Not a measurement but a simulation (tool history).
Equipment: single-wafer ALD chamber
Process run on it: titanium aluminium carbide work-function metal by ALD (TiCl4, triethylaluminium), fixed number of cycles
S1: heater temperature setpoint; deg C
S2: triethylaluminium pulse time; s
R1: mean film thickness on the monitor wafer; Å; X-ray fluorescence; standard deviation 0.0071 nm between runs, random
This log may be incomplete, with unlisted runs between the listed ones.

Run 1, hour 0.0: S1 295 deg C, S2 10.60 s. Result: R1 18.550 Å.
Run 2, hour 9.0: S1 291 deg C, S2 9.38 s. Result: R1 17.963 Å.
Run 3, hour 11.6: S1 291 deg C, S2 8.05 s. Result: R1 17.580 Å.
Run 4, hour 19.6: S1 288 deg C, S2 7.46 s. Result: R1 17.088 Å.
Run 5, hour 25.0: S1 296 deg C, S2 7.46 s. Result: R1 17.776 Å.
Run 6, hour 29.4: S1 300 deg C, S2 7.46 s. Result: R1 18.259 Å.
Run 7, hour 31.5: S1 296 deg C, S2 6.97 s. Result: R1 17.605 Å.

Run 8, settings as shown, results not yet in. Your forecast:
Run 8, hour 35.0: S1 293 deg C, S2 6.58 s. Result: R1 ?.

{"run 8": {"R1": 17.223}}

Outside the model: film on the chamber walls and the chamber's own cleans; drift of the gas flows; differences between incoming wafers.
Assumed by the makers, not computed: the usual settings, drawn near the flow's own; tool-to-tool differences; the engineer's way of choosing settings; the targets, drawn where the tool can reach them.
